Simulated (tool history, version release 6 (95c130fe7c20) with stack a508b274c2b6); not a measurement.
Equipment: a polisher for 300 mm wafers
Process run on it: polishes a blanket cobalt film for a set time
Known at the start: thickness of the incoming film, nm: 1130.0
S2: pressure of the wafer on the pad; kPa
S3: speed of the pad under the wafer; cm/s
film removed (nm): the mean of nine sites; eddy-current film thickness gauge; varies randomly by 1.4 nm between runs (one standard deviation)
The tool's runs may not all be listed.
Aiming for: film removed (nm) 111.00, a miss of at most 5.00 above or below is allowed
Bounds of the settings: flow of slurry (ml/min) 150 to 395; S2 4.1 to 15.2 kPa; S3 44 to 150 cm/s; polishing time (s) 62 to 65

{"run": 1, "day": 0.0, "flow of slurry (ml/min)": 250, "S2": 9.7, "S3": 96, "polishing time (s)": 62, "film removed (nm)": 181.79}
{"run": 2, "day": 0.15, "flow of slurry (ml/min)": 250, "S2": 9.0, "S3": 96, "polishing time (s)": 62, "film removed (nm)": 168.57}
{"run": 3, "day": 0.379, "flow of slurry (ml/min)": 300, "S2": 9.0, "S3": 96, "polishing time (s)": 62, "film removed (nm)": 173.23}
{"run": 4, "day": 0.567, "flow of slurry (ml/min)": 300, "S2": 9.0, "S3": 78, "polishing time (s)": 62, "film removed (nm)": 142.32}
{"run": 5, "day": 0.908, "flow of slurry (ml/min)": 300, "S2": 9.0, "S3": 78, "polishing time (s)": 62, "film removed (nm)": 142.19}
{"run": 6, "day": 1.162, "flow of slurry (ml/min)": 350, "S2": 9.0, "S3": 78, "polishing time (s)": 62, "film removed (nm)": 140.28}
{"run": 7, "day": 1.292, "flow of slurry (ml/min)": 350, "S2": 8.3, "S3": 78, "polishing time (s)": 62, "film removed (nm)": 132.09}
{"run": 8, "day": 1.517, "flow of slurry (ml/min)": 350, "S2": 7.6, "S3": 78, "polishing time (s)": 62, "film removed (nm)": 122.29}

5 candidate next runs follow, results not yet known. Just one meets every target within its allowed miss. Identify it.
{"run": "A", "day": 1.742, "flow of slurry (ml/min)": 370, "S2": 7.6, "S3": 84, "polishing time (s)": 63, "film removed (nm)": "?"}
{"run": "B", "day": 1.742, "flow of slurry (ml/min)": 375, "S2": 7.6, "S3": 84, "polishing time (s)": 63, "film removed (nm)": "?"}
{"run": "C", "day": 1.742, "flow of slurry (ml/min)": 375, "S2": 4.1, "S3": 110, "polishing time (s)": 65, "film removed (nm)": "?"}
{"run": "D", "day": 1.742, "flow of slurry (ml/min)": 395, "S2": 6.2, "S3": 90, "polishing time (s)": 65, "film removed (nm)": "?"}
{"run": "E", "day": 1.742, "flow of slurry (ml/min)": 325, "S2": 9.0, "S3": 70, "polishing time (s)": 62, "film removed (nm)": "?"}

move=A film_removed_(nm)=132.70
move=B film_removed_(nm)=132.81
move=C film_removed_(nm)=108.74
move=D film_removed_(nm)=124.06
move=E film_removed_(nm)=125.61
A: the biggest miss grows against the last run
B: the biggest miss grows against the last run
C: all results land within tolerance of their targets
D: the biggest miss grows against the last run
E: the biggest miss grows against the last run
C is the move that brings every result within its allowed miss.

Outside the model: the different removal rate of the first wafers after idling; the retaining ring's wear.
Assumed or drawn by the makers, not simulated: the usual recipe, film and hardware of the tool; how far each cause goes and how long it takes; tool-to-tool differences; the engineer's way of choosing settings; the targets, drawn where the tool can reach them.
